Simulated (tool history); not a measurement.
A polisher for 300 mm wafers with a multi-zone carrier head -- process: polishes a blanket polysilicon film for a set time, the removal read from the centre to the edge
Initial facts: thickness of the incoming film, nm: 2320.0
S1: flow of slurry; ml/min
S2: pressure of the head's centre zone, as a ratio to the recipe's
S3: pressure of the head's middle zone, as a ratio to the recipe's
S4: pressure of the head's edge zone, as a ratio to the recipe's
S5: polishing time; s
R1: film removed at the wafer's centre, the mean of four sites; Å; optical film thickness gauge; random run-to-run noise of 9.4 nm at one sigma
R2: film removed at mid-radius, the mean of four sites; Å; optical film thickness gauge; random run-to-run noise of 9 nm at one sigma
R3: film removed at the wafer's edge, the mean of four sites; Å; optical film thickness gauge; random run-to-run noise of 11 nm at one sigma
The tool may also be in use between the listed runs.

run	day	S1	S2	S3	S4	S5	R1	R2	R3
1	0.000	125	1.00	1.00	1.00	44	5922.3	5436.4	5559.9
2	0.304	155	1.00	1.00	1.00	44	6494.2	5748.3	5763.5
3	0.408	155	1.00	1.00	1.00	40	5740.4	5282.8	4996.4
4	0.533	155	1.00	1.00	1.07	40	5743.8	5198.5	5502.0
5	0.654	160	1.03	1.00	1.08	42	6176.6	5456.5	5512.9
6	0.900	160	1.09	1.00	1.08	42	6735.9	5611.5	5702.0
7	0.967	160	1.10	0.99	1.09	44	7130.7	5685.8	5996.4
8	1.338	160	1.11	0.99	1.10	46	7345.9	6021.0	6280.6

The next listed run, before its measurement:
# day 1.704: centre zone pressure recalibrated
9	1.704	160	1.12	0.98	1.11	47	?	?	?

{"run 9": {"R1": 7045.1, "R2": 6055.0, "R3": 6395.8}}

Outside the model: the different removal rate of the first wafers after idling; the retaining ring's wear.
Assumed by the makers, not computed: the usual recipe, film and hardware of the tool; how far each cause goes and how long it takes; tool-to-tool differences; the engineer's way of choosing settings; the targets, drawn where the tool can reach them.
